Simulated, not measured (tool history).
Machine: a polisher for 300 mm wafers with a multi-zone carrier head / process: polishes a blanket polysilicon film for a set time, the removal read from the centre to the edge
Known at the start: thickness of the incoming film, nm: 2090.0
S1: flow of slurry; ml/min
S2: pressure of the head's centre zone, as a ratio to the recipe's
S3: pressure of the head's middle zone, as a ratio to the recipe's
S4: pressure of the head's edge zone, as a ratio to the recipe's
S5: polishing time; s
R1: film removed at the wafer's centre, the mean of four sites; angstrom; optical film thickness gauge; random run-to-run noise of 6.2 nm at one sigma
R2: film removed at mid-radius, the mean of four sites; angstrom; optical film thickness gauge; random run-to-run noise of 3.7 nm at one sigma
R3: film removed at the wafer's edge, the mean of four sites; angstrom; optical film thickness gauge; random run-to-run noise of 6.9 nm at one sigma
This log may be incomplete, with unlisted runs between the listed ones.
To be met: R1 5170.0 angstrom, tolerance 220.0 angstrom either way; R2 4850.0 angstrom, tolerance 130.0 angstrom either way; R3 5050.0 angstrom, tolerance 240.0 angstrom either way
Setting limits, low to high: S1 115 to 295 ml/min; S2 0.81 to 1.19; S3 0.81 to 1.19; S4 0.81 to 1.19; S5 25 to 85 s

Run 1, day 0.000: S1 190 ml/min, S2 1.00, S3 1.00, S4 1.00, S5 55 s. Result: R1 4462.3 angstrom, R2 4308.6 angstrom, R3 4332.9 angstrom.
Run 2, day 0.196: S1 200 ml/min, S2 1.01, S3 1.01, S4 1.03, S5 56 s. Result: R1 4594.4 angstrom, R2 4470.7 angstrom, R3 4484.2 angstrom.
Run 3, day 0.367: S1 200 ml/min, S2 1.01, S3 1.09, S4 1.03, S5 56 s. Result: R1 4565.9 angstrom, R2 4749.1 angstrom, R3 4546.3 angstrom.
Run 4, day 0.429: S1 205 ml/min, S2 1.02, S3 1.08, S4 1.05, S5 56 s. Result: R1 4578.1 angstrom, R2 4731.7 angstrom, R3 4460.3 angstrom.
Run 5, day 0.683: S1 200 ml/min, S2 1.02, S3 1.06, S4 1.05, S5 57 s. Result: R1 4733.8 angstrom, R2 4756.7 angstrom, R3 4669.7 angstrom.
Run 6, day 0.742: S1 200 ml/min, S2 1.02, S3 1.06, S4 1.01, S5 57 s. Result: R1 4672.6 angstrom, R2 4669.8 angstrom, R3 4590.7 angstrom.
Run 7, day 0.950: S1 195 ml/min, S2 1.02, S3 1.05, S4 1.02, S5 58 s. Result: R1 4733.1 angstrom, R2 4752.8 angstrom, R3 4671.2 angstrom.
Run 8, day 1.167: S1 190 ml/min, S2 1.03, S3 1.04, S4 1.03, S5 59 s. Result: R1 4844.6 angstrom, R2 4816.8 angstrom, R3 4702.3 angstrom.
Run 9, day 1.279: S1 195 ml/min, S2 1.03, S3 1.03, S4 1.04, S5 59 s. Result: R1 4763.5 angstrom, R2 4801.8 angstrom, R3 4700.7 angstrom.

Of the 5 settings listed for the next run, only one would bring every result within its allowed miss of target. Which one?
Run A, day 1.392: S1 210 ml/min, S2 1.10, S3 0.91, S4 0.98, S5 64 s. Result: R1 ?, R2 ?, R3 ?.
Run B, day 1.392: S1 205 ml/min, S2 1.00, S3 0.81, S4 0.83, S5 69 s. Result: R1 ?, R2 ?, R3 ?.
Run C, day 1.392: S1 180 ml/min, S2 0.93, S3 0.81, S4 0.85, S5 69 s. Result: R1 ?, R2 ?, R3 ?.
Run D, day 1.392: S1 225 ml/min, S2 0.98, S3 0.82, S4 0.81, S5 69 s. Result: R1 ?, R2 ?, R3 ?.
Run E, day 1.392: S1 115 ml/min, S2 1.11, S3 1.03, S4 1.05, S5 67 s. Result: R1 ?, R2 ?, R3 ?.

move      R1      R2      R3
   A  5691.6  4693.0  5135.2
   B  5646.2  4584.4  5123.2
   C  5202.9  4493.1  5100.5
   D  5634.9  4691.4  5117.1
   E  5243.9  4831.8  5092.3
A: takes the result that was furthest off past its target
B: takes the result that was furthest off past its target
C: puts the biggest miss on target and leaves a different result outside tolerance
D: takes the result that was furthest off past its target
E: all results in spec
The move that meets every target is E.
